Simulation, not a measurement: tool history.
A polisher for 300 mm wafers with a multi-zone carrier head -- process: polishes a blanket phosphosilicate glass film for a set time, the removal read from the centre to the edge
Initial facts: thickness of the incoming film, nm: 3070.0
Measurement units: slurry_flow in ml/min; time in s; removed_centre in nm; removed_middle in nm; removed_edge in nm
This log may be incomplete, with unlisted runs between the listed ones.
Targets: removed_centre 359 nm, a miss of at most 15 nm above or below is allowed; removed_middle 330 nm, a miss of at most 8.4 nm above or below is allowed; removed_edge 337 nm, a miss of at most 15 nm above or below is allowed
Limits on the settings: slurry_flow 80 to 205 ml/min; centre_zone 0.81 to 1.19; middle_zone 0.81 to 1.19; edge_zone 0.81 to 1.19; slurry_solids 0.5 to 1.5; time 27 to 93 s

run,hour,slurry_flow,centre_zone,middle_zone,edge_zone,slurry_solids,time,removed_centre,removed_middle,removed_edge
1,0,135,1,1,1,1,59,670.31,666.34,706.41
2,0.9,135,1,1,1,1,45,506.18,506.2,554.14
3,7.9,135,1,0.97,1,1,45,509.24,492.27,543.48
4,10.7,135,1,0.96,0.97,0.9,44,475.67,460.33,496.56
5,18.7,130,0.99,0.94,0.94,0.85,44,460.9,432.17,478.2
6,26.1,135,0.99,0.94,0.92,0.8,43,439.11,415.8,441.71
7,34.2,140,0.98,0.93,0.9,0.75,43,426.69,398.36,429.74
8,35.9,140,0.98,0.93,0.88,0.7,43,408.93,386.32,396.41
9,39.9,140,0.98,0.92,0.87,0.65,43,388.41,368.16,384.16
10,41.6,135,0.98,0.92,0.86,0.65,43,385.83,364.37,394.45
11,45.2,140,0.97,0.91,0.85,0.6,43,372.29,350.36,364.34
12,53.2,145,0.97,0.9,0.84,0.6,43,370.4,347.15,370.64
# hour 57.2: edge zone pressure recalibrated
13,57.2,145,0.98,0.9,0.83,0.6,43,369.38,353.01,346.82
14,63.6,140,0.98,0.89,0.83,0.6,43,373.69,343.97,349.1

Exercise: of the 5 proposed moves below, exactly one satisfies all targets within the stated allowed misses. Which move is it?
A,70,150,0.96,0.92,0.81,0.7,39,?,?,?
B,70,145,0.99,0.83,0.95,0.55,47,?,?,?
C,70,145,0.97,1.04,0.9,0.65,38,?,?,?
D,70,145,0.98,0.88,0.83,0.6,41,?,?,?
E,70,150,0.93,1.01,0.82,0.6,40,?,?,?

move,removed_centre,removed_middle,removed_edge
A,375.63,358.56,343.26
B,401.59,346.83,384.59
C,352.05,364.2,333.91
D,365.75,332.22,332.62
E,343.15,360.77,323.92
A: lands further from the targets than the last run did
B: lands further from the targets than the last run did
C: lands further from the targets than the last run did
D: all results land within tolerance of their targets
E: lands further from the targets than the last run did
The right move is D.
